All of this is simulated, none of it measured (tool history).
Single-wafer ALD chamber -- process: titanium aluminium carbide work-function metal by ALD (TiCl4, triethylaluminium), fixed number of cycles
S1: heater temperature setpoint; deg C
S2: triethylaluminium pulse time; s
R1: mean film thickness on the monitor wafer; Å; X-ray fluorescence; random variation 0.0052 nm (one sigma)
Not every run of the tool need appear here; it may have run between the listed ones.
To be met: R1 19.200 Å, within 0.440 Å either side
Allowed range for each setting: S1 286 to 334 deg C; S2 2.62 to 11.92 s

run,hour,S1,S2,R1
1,0.0,310,7.27,21.237
2,3.0,310,8.46,22.028
3,4.8,305,8.46,21.553
4,7.7,303,8.21,21.236
5,11.8,311,8.21,22.117
6,16.5,309,8.03,21.643
7,21.0,307,7.82,21.407
8,27.8,305,7.59,21.025

Of the 4 settings listed for the next run, only one would bring every result within its allowed miss of target. Which one?
A,34.6,308,8.62,?
B,34.6,291,7.23,?
C,34.6,315,11.56,?
D,34.6,306,6.64,?

move,R1
A,22.096
B,19.396
C,23.598
D,20.232
A: the biggest miss grows against the last run
B: each result inside its tolerance
C: the biggest miss grows against the last run
D: an improvement on the last run, though not all results are within tolerance
So the answer is move B, the one that meets all the targets.

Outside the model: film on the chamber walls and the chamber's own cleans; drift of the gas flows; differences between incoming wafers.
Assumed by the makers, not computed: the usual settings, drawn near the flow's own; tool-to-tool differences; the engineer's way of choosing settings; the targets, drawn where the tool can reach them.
